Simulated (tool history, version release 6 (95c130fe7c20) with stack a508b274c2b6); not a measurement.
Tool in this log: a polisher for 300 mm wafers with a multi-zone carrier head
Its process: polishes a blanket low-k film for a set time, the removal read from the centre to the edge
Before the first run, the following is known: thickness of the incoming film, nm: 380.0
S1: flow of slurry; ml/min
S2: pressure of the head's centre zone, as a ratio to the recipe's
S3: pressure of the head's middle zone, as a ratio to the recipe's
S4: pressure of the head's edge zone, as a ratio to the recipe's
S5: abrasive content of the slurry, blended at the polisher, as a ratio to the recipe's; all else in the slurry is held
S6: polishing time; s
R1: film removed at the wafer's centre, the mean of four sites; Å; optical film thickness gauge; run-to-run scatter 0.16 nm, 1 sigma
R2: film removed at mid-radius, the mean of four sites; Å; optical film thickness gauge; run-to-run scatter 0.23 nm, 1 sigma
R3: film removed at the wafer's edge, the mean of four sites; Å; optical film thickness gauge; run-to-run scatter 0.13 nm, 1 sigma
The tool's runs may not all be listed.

| run | hour | S1 | S2 | S3 | S4 | S5 | S6 | R1 | R2 | R3 |
|---|---|---|---|---|---|---|---|---|---|---|
| 1 | 0.0 | 300 | 1.00 | 1.00 | 1.00 | 1.00 | 78 | 251.18 | 246.75 | 245.95 |
| 2 | 5.1 | 295 | 0.97 | 0.98 | 0.98 | 0.90 | 78 | 232.58 | 240.00 | 234.52 |
| 3 | 11.0 | 365 | 0.97 | 0.98 | 0.98 | 0.90 | 78 | 242.35 | 241.44 | 237.97 |
| 4 | 15.7 | 300 | 0.97 | 0.98 | 0.98 | 0.90 | 78 | 238.78 | 237.96 | 235.35 |
| 5 | 19.3 | 300 | 0.97 | 0.98 | 0.98 | 0.90 | 68 | 208.76 | 206.05 | 206.81 |
| 6 | 28.3 | 295 | 0.95 | 0.96 | 0.97 | 0.85 | 68 | 197.24 | 199.52 | 199.43 |

Run 7 comes next. What will it give?
| 7 | 36.6 | 290 | 0.94 | 0.94 | 0.96 | 0.85 | 68 | ? | ? | ? |

Run 7 came out at R1 195.96 Å, R2 196.91 Å, R3 200.56 Å.
